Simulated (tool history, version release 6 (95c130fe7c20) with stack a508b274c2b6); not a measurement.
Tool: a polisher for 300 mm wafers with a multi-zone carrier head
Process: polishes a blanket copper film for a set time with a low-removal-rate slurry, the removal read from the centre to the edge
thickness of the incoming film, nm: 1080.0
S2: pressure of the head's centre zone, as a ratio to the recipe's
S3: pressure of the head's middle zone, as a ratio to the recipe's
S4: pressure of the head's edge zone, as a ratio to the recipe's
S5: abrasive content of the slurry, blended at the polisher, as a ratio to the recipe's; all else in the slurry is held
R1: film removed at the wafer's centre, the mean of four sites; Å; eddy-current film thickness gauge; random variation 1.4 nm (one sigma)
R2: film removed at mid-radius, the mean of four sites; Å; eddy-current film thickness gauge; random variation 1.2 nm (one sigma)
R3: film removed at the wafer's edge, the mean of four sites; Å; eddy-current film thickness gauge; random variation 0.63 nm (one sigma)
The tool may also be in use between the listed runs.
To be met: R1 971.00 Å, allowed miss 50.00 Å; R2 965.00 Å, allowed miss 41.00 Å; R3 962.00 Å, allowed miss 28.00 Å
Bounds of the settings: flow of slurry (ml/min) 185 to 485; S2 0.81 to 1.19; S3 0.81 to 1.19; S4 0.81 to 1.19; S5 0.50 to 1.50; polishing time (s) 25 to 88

{"run": 1, "hour": 0.0, "flow of slurry (ml/min)": 310, "S2": 1.0, "S3": 1.0, "S4": 1.0, "S5": 1.0, "polishing time (s)": 56, "R1": 1698.1, "R2": 1758.3, "R3": 1779.4}
{"run": 2, "hour": 2.9, "flow of slurry (ml/min)": 310, "S2": 1.0, "S3": 1.0, "S4": 1.04, "S5": 1.0, "polishing time (s)": 56, "R1": 1712.0, "R2": 1741.2, "R3": 1810.8}
{"run": 3, "hour": 6.0, "flow of slurry (ml/min)": 310, "S2": 1.0, "S3": 0.99, "S4": 1.01, "S5": 0.9, "polishing time (s)": 51, "R1": 1473.9, "R2": 1514.5, "R3": 1588.1}
{"run": 4, "hour": 8.3, "flow of slurry (ml/min)": 310, "S2": 1.02, "S3": 0.99, "S4": 0.98, "S5": 0.8, "polishing time (s)": 47, "R1": 1373.4, "R2": 1363.6, "R3": 1394.8}
{"run": 5, "hour": 11.1, "flow of slurry (ml/min)": 310, "S2": 1.02, "S3": 0.98, "S4": 0.96, "S5": 0.75, "polishing time (s)": 45, "R1": 1300.6, "R2": 1292.0, "R3": 1314.5}
{"run": 6, "hour": 17.7, "flow of slurry (ml/min)": 310, "S2": 1.02, "S3": 0.98, "S4": 0.88, "S5": 0.75, "polishing time (s)": 45, "R1": 1301.5, "R2": 1294.6, "R3": 1258.5}
{"run": 7, "hour": 22.8, "flow of slurry (ml/min)": 310, "S2": 1.01, "S3": 0.97, "S4": 0.87, "S5": 0.7, "polishing time (s)": 43, "R1": 1206.8, "R2": 1210.0, "R3": 1180.7}
{"run": 8, "hour": 27.7, "flow of slurry (ml/min)": 310, "S2": 1.01, "S3": 0.96, "S4": 0.86, "S5": 0.65, "polishing time (s)": 42, "R1": 1153.7, "R2": 1135.4, "R3": 1142.9}
{"run": 9, "hour": 31.6, "flow of slurry (ml/min)": 310, "S2": 1.01, "S3": 0.96, "S4": 0.85, "S5": 0.6, "polishing time (s)": 41, "R1": 1099.4, "R2": 1096.9, "R3": 1074.2}
{"run": 10, "hour": 37.3, "flow of slurry (ml/min)": 310, "S2": 1.01, "S3": 0.95, "S4": 0.84, "S5": 0.6, "polishing time (s)": 40, "R1": 1113.7, "R2": 1062.6, "R3": 1046.6}
{"run": 11, "hour": 39.7, "flow of slurry (ml/min)": 310, "S2": 1.0, "S3": 0.95, "S4": 0.84, "S5": 0.6, "polishing time (s)": 40, "R1": 1078.6, "R2": 1059.9, "R3": 1045.7}
{"run": 12, "hour": 47.4, "flow of slurry (ml/min)": 295, "S2": 0.97, "S3": 0.92, "S4": 0.81, "S5": 0.5, "polishing time (s)": 37, "R1": 901.9, "R2": 916.12, "R3": 908.19}
{"run": 13, "hour": 49.7, "flow of slurry (ml/min)": 305, "S2": 0.97, "S3": 0.92, "S4": 0.82, "S5": 0.5, "polishing time (s)": 37, "R1": 929.46, "R2": 927.0, "R3": 908.87}
{"run": 14, "hour": 51.7, "flow of slurry (ml/min)": 305, "S2": 0.97, "S3": 0.93, "S4": 0.83, "S5": 0.5, "polishing time (s)": 37, "R1": 927.17, "R2": 947.18, "R3": 928.2}

4 next moves are on the table. One of them brings every result within its allowed miss. Which?
{"run": "A", "hour": 53.7, "flow of slurry (ml/min)": 380, "S2": 0.95, "S3": 0.91, "S4": 0.81, "S5": 0.5, "polishing time (s)": 36, "R1": "?", "R2": "?", "R3": "?"}
{"run": "B", "hour": 53.7, "flow of slurry (ml/min)": 270, "S2": 1.03, "S3": 0.99, "S4": 0.83, "S5": 0.95, "polishing time (s)": 31, "R1": "?", "R2": "?", "R3": "?"}
{"run": "C", "hour": 53.7, "flow of slurry (ml/min)": 250, "S2": 0.88, "S3": 0.94, "S4": 0.86, "S5": 0.5, "polishing time (s)": 39, "R1": "?", "R2": "?", "R3": "?"}
{"run": "D", "hour": 53.7, "flow of slurry (ml/min)": 310, "S2": 0.98, "S3": 0.93, "S4": 0.84, "S5": 0.5, "polishing time (s)": 38, "R1": "?", "R2": "?", "R3": "?"}

move=A R1=916.51 R2=905.88 R3=903.28
move=B R1=955.32 R2=936.41 R3=885.86
move=C R1=876.39 R2=965.99 R3=971.84
move=D R1=978.24 R2=955.72 R3=954.90
A: further off than the last run
B: further off than the last run
C: brings the result that was furthest off to its target, and leaves another outside
D: meets every target
The right move is D.
